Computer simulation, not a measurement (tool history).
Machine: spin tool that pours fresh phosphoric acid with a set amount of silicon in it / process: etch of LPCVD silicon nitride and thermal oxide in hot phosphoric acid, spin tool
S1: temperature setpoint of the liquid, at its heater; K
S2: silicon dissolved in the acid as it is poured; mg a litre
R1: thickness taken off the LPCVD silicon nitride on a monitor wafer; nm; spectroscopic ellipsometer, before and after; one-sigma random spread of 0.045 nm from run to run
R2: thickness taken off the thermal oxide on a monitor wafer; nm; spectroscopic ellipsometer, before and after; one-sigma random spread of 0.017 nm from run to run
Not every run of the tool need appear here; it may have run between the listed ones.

{"run": 1, "hour": 0.0, "S1": 433.15, "S2": 18, "time under the liquid (s)": 75, "R1": 7.3908, "R2": 0.10438}
{"run": 2, "hour": 2.5, "S1": 432.15, "S2": 18, "time under the liquid (s)": 75, "R1": 7.074, "R2": 0.13563}
{"run": 3, "hour": 10.7, "S1": 431.65, "S2": 22.5, "time under the liquid (s)": 75, "R1": 7.0046, "R2": 0.10306}
{"run": 4, "hour": 11.9, "S1": 431.65, "S2": 22.5, "time under the liquid (s)": 95, "R1": 8.8415, "R2": 0.12516}
{"run": 5, "hour": 19.2, "S1": 429.65, "S2": 22.5, "time under the liquid (s)": 95, "R1": 8.2729, "R2": 0.10804}
{"run": 6, "hour": 21.9, "S1": 429.65, "S2": 22.5, "time under the liquid (s)": 125, "R1": 10.86, "R2": 0.15855}
{"run": 7, "hour": 24.2, "S1": 429.65, "S2": 22.5, "time under the liquid (s)": 110, "R1": 9.4629, "R2": 0.090001}

Run 8 is up next; what results do you expect?
{"run": 8, "hour": 29.6, "S1": 429.65, "S2": 20.5, "time under the liquid (s)": 100, "R1": "?", "R2": "?"}

Run 8 produced R1 8.6626 nm, R2 0.10094 nm.
